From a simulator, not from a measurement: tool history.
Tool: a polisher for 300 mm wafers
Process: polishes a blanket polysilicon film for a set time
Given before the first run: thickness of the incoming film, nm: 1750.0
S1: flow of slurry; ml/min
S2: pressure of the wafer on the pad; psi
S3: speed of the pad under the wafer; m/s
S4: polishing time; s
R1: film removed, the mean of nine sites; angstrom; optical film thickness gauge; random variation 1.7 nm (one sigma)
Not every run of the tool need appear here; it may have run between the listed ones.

| run | day | S1 | S2 | S3 | S4 | R1 |
|---|---|---|---|---|---|---|
| 1 | 0 | 210 | 3.2 | 0.78 | 23 | 1700.3 |
| 2 | 0.188 | 215 | 3.4 | 0.78 | 23 | 1780.9 |
| 3 | 0.25 | 215 | 3 | 0.78 | 23 | 1605.1 |
| 4 | 0.317 | 240 | 3 | 0.78 | 23 | 1596.2 |
| 5 | 0.612 | 240 | 3.3 | 0.78 | 23 | 1733.5 |
| 6 | 0.825 | 240 | 3.3 | 0.78 | 21 | 1604.8 |

Expected results for the next run?
| 7 | 1.1 | 240 | 3.6 | 0.78 | 21 | ? |

Run 7 came out at R1 1717.1 angstrom.
